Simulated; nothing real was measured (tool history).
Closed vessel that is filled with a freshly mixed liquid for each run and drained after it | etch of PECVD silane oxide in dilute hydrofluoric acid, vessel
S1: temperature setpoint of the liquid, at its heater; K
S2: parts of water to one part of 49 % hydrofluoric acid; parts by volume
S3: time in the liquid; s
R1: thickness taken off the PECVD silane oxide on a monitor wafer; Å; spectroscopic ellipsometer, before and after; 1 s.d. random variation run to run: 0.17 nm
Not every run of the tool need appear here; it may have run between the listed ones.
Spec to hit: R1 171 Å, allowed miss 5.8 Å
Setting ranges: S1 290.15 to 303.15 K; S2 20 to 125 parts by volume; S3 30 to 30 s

| run | hour | S1 | S2 | S3 | R1 |
|---|---|---|---|---|---|
| 1 | 0 | 295.15 | 70 | 30 | 83.935 |
| 2 | 1.9 | 297.15 | 65 | 30 | 98.376 |
| 3 | 8.6 | 297.15 | 50 | 30 | 128.49 |
| 4 | 12.6 | 297.15 | 50 | 30 | 128.29 |
| 5 | 18 | 298.65 | 50 | 30 | 136.9 |
| 6 | 23.2 | 300.15 | 50 | 30 | 144.26 |
| 7 | 28.8 | 300.65 | 50 | 30 | 149.17 |
| 8 | 31.3 | 303.15 | 45 | 30 | 181.89 |
| 9 | 39.5 | 302.65 | 45 | 30 | 181.96 |

Which single option among these 5 for the next run brings every result within its allowed miss of target? Just one does.
| A | 47.7 | 303.15 | 45 | 30 | ? |
| B | 47.7 | 302.65 | 50 | 30 | ? |
| C | 47.7 | 301.65 | 45 | 30 | ? |
| D | 47.7 | 302.15 | 50 | 30 | ? |
| E | 47.7 | 299.65 | 40 | 30 | ? |

| move | R1 |
|---|---|
| A | 182.98 |
| B | 160.24 |
| C | 172.42 |
| D | 157.11 |
| E | 180.26 |
A: the biggest miss grows against the last run
B: the result that was furthest off in the last run now lies on the other side of its target
C: all results in spec
D: the result that was furthest off in the last run now lies on the other side of its target
E: gains on the last run, yet a result remains outside its allowed miss
C is the move that brings every result within its allowed miss.

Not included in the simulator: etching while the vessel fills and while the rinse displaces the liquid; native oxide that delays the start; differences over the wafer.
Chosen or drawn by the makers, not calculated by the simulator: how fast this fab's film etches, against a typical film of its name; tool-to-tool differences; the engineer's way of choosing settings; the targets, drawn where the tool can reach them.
